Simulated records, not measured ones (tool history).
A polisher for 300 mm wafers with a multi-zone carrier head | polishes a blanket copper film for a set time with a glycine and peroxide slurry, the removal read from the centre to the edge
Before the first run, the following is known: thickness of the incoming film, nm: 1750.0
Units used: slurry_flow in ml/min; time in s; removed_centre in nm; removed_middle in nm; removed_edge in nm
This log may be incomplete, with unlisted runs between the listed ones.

{"run": 1, "hour": 0.0, "slurry_flow": 250, "centre_zone": 1, "middle_zone": 1, "edge_zone": 1, "time": 66, "removed_centre": 282.87, "removed_middle": 284.1, "removed_edge": 275.71}
{"run": 2, "hour": 3.5, "slurry_flow": 255, "centre_zone": 0.99, "middle_zone": 1.01, "edge_zone": 1.05, "time": 68, "removed_centre": 288.39, "removed_middle": 296.67, "removed_edge": 289.48}
{"run": 3, "hour": 9.2, "slurry_flow": 255, "centre_zone": 0.99, "middle_zone": 1.08, "edge_zone": 1.05, "time": 68, "removed_centre": 286.23, "removed_middle": 308.48, "removed_edge": 295.32}
{"run": 4, "hour": 10.9, "slurry_flow": 255, "centre_zone": 0.99, "middle_zone": 1.08, "edge_zone": 1.05, "time": 78, "removed_centre": 330.22, "removed_middle": 355.24, "removed_edge": 337.9}
{"run": 5, "hour": 12.4, "slurry_flow": 310, "centre_zone": 0.99, "middle_zone": 1.08, "edge_zone": 1.05, "time": 78, "removed_centre": 337.07, "removed_middle": 370.11, "removed_edge": 350}
{"run": 6, "hour": 18.9, "slurry_flow": 310, "centre_zone": 0.99, "middle_zone": 1.08, "edge_zone": 0.98, "time": 78, "removed_centre": 342.31, "removed_middle": 366.77, "removed_edge": 338.56}
{"run": 7, "hour": 19.5, "slurry_flow": 295, "centre_zone": 0.97, "middle_zone": 1.05, "edge_zone": 1, "time": 78, "removed_centre": 333.27, "removed_middle": 353.3, "removed_edge": 333.37}

Forecast run 8:
{"run": 8, "hour": 26.8, "slurry_flow": 285, "centre_zone": 0.96, "middle_zone": 1.03, "edge_zone": 1.03, "time": 78, "removed_centre": "?", "removed_middle": "?", "removed_edge": "?"}

Run 8 came out at removed_centre 320.28 nm, removed_middle 345.69 nm, removed_edge 328.45 nm.
